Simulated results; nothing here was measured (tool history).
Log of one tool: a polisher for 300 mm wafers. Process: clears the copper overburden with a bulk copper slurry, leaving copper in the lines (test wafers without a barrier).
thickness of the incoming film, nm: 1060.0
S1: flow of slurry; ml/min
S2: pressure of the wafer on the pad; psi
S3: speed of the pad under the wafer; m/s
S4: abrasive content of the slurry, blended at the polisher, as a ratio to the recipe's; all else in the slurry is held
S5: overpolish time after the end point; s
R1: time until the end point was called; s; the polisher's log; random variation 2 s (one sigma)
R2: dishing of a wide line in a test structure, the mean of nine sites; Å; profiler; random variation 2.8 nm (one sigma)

{"run": 1, "day": 0.0, "S1": 190, "S2": 3.4, "S3": 1.36, "S4": 1, "S5": 28, "R1": 64.975, "R2": 1422.3}
{"run": 2, "day": 0.362, "S1": 215, "S2": 3.4, "S3": 1.36, "S4": 1, "S5": 28, "R1": 64.699, "R2": 1549.5}
{"run": 3, "day": 0.629, "S1": 215, "S2": 3.4, "S3": 1.36, "S4": 1.2, "S5": 28, "R1": 60.616, "R2": 1461.7}
{"run": 4, "day": 0.675, "S1": 215, "S2": 3.4, "S3": 1.36, "S4": 1.2, "S5": 16, "R1": 61.516, "R2": 1197.3}
{"run": 5, "day": 0.883, "S1": 245, "S2": 3.4, "S3": 1.36, "S4": 1.2, "S5": 16, "R1": 61.347, "R2": 1207.9}
{"run": 6, "day": 1.029, "S1": 230, "S2": 3.4, "S3": 1.36, "S4": 1.2, "S5": 16, "R1": 61.647, "R2": 1207.7}
{"run": 7, "day": 1.258, "S1": 230, "S2": 2.8, "S3": 1.3, "S4": 1.15, "S5": 22, "R1": 73.61, "R2": 1246.8}

Run 8 comes next. What will it give?
{"run": 8, "day": 1.288, "S1": 230, "S2": 2.4, "S3": 1.18, "S4": 1.1, "S5": 24, "R1": "?", "R2": "?"}

Run 8 gave R1 90.19 s, R2 1160 Å.
